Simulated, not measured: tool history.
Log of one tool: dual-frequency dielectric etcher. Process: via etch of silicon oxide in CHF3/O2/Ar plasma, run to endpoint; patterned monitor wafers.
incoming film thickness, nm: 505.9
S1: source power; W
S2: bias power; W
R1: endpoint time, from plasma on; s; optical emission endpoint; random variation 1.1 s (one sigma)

run    day   S1   S2      R1
  1  0.000  540  186  260.28
  2  0.204  500  171  281.38
  3  0.558  590  171  255.32
  4  0.888  660  171  242.69
  5  1.154  590  161  262.43
  6  1.233  540  154  282.71
  7  1.421  500  152  294.67
  8  1.488  470  150  307.10
  9  1.696  440  150  321.47

Forecast run 10:
 10  1.783  420  150   ?

R1: 331.99 s
